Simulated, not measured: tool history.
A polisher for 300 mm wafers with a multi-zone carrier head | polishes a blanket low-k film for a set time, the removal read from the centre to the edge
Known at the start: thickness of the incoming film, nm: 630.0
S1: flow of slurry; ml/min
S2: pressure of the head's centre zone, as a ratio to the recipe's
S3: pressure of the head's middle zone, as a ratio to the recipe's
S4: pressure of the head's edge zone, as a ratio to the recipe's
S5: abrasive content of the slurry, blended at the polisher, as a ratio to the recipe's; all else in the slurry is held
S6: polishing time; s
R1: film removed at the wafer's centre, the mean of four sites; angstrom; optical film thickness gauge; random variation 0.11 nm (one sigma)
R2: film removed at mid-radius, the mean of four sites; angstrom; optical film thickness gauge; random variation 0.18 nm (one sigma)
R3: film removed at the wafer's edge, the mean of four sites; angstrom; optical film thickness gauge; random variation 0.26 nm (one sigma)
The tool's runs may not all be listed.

run	hour	S1	S2	S3	S4	S5	S6	R1	R2	R3
1	0	125	1	1	1	1	36	158.74	154.87	158.18
2	1.4	125	1	1.06	1	1	36	158.49	160.44	152.07
3	3.4	125	1	1.06	1	1	42	186.55	190.37	177.46
4	6.9	125	1	1.06	1.06	1	42	183.6	188	183.86
5	14.7	115	0.97	1.08	1.07	1	42	173.85	185.76	182.88
6	16.1	110	0.95	1.1	1.07	1	42	168.4	188.2	184.77
7	16.9	105	0.94	1.12	1.06	1	42	165.85	188.03	179
8	22.4	105	0.94	1.12	1.06	1	42	164.87	190.69	181.52
9	28.1	100	0.93	1.13	1.06	1	42	159.33	189.37	176.77
10	32.9	95	0.92	1.14	1.06	1	42	155.9	185.79	180.33
11	35.5	95	0.91	1.15	1.05	1	42	154.26	189	181.22

The next listed run, before its measurement:
12	43	95	0.91	1.16	1.04	1	42	?	?	?

{"run 12": {"R1": 155.98, "R2": 190.03, "R3": 174.96}}
